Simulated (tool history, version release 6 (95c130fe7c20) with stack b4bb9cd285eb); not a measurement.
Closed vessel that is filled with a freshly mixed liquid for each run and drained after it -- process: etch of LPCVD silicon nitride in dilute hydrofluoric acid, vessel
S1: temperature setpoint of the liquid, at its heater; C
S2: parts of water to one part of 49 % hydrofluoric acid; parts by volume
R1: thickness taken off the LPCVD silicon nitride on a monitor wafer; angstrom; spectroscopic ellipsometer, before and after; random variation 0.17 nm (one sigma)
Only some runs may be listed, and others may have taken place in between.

run 1 hour=0.0 | S1=23.0 S2=70 time_in_the_liquid_(s)=2590 | R1=163.67
run 2 hour=2.0 | S1=20.0 S2=70 time_in_the_liquid_(s)=2590 | R1=133.90
run 3 hour=10.2 | S1=23.0 S2=70 time_in_the_liquid_(s)=2590 | R1=164.53
run 4 hour=17.9 | S1=23.0 S2=55 time_in_the_liquid_(s)=2590 | R1=207.33
run 5 hour=24.0 | S1=24.0 S2=55 time_in_the_liquid_(s)=2590 | R1=221.34
run 6 hour=28.2 | S1=24.0 S2=70 time_in_the_liquid_(s)=2590 | R1=175.59

What will run 7 give?
run 7 hour=37.0 | S1=24.5 S2=70 time_in_the_liquid_(s)=2590 | R1=?

{"run 7": {"R1": 180.27}}
